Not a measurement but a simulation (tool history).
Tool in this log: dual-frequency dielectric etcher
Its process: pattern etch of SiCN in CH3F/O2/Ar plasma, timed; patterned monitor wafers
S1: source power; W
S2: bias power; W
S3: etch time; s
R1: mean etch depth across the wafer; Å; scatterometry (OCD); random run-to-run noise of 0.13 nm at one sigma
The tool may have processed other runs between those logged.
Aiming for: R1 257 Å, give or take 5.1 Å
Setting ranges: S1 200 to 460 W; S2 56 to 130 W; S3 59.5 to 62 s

{"run": 1, "hour": 0.0, "S1": 330, "S2": 93, "S3": 59.5, "R1": 221.68}
{"run": 2, "hour": 6.2, "S1": 330, "S2": 93, "S3": 59.5, "R1": 221.39}
{"run": 3, "hour": 11.4, "S1": 330, "S2": 81, "S3": 59.5, "R1": 214.89}
{"run": 4, "hour": 12.4, "S1": 360, "S2": 86, "S3": 59.5, "R1": 223.62}
{"run": 5, "hour": 20.7, "S1": 310, "S2": 86, "S3": 59.5, "R1": 212.87}
{"run": 6, "hour": 21.6, "S1": 310, "S2": 86, "S3": 62, "R1": 220.45}
{"run": 7, "hour": 29.5, "S1": 340, "S2": 88, "S3": 62, "R1": 230.07}
{"hour": 35.1, "done": "source power generator calibrated"}
{"run": 8, "hour": 35.1, "S1": 400, "S2": 94, "S3": 62, "R1": 251.11}
{"run": 9, "hour": 41.1, "S1": 410, "S2": 94, "S3": 62, "R1": 250.63}

Which single option among these 5 for the next run brings every result within its allowed miss of target? Just one does.
{"run": "A", "hour": 47.1, "S1": 400, "S2": 100, "S3": 61, "R1": "?"}
{"run": "B", "hour": 47.1, "S1": 440, "S2": 109, "S3": 59.5, "R1": "?"}
{"run": "C", "hour": 47.1, "S1": 370, "S2": 103, "S3": 61, "R1": "?"}
{"run": "D", "hour": 47.1, "S1": 410, "S2": 95, "S3": 59.5, "R1": "?"}
{"run": "E", "hour": 47.1, "S1": 410, "S2": 96, "S3": 61, "R1": "?"}

move=A R1=247.72
move=B R1=255.74
move=C R1=243.19
move=D R1=240.31
move=E R1=247.06
A: further off than the last run
B: all results in spec
C: further off than the last run
D: further off than the last run
E: further off than the last run
Move B is the one to make.

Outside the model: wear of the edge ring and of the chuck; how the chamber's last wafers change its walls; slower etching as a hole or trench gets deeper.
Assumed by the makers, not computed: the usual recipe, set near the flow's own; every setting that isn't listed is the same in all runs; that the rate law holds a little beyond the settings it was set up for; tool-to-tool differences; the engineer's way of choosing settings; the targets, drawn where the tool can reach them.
